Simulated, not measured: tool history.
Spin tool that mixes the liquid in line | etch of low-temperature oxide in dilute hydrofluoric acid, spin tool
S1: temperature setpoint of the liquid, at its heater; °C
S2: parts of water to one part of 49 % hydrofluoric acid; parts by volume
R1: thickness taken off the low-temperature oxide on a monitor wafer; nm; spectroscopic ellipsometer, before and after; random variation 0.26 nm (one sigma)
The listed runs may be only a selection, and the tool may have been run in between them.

Run 1, hour 0.0: S1 23.0 °C, S2 300 parts by volume, time under the liquid (s) 290. Result: R1 24.049 nm.
Run 2, hour 5.3: S1 23.0 °C, S2 300 parts by volume, time under the liquid (s) 315. Result: R1 26.419 nm.
Run 3, hour 8.3: S1 25.0 °C, S2 285 parts by volume, time under the liquid (s) 315. Result: R1 30.110 nm.
Run 4, hour 15.4: S1 26.5 °C, S2 275 parts by volume, time under the liquid (s) 315. Result: R1 32.966 nm.
Run 5, hour 23.4: S1 25.0 °C, S2 275 parts by volume, time under the liquid (s) 315. Result: R1 31.651 nm.
Run 6, hour 25.4: S1 26.5 °C, S2 265 parts by volume, time under the liquid (s) 315. Result: R1 34.738 nm.

Run 7, settings as shown, results not yet in. Your forecast:
At hour 27.0: thermometer replaced.
Run 7, hour 27.0: S1 30.5 °C, S2 255 parts by volume, time under the liquid (s) 315. Result: R1 ?.

{"run 7": {"R1": 43.575}}
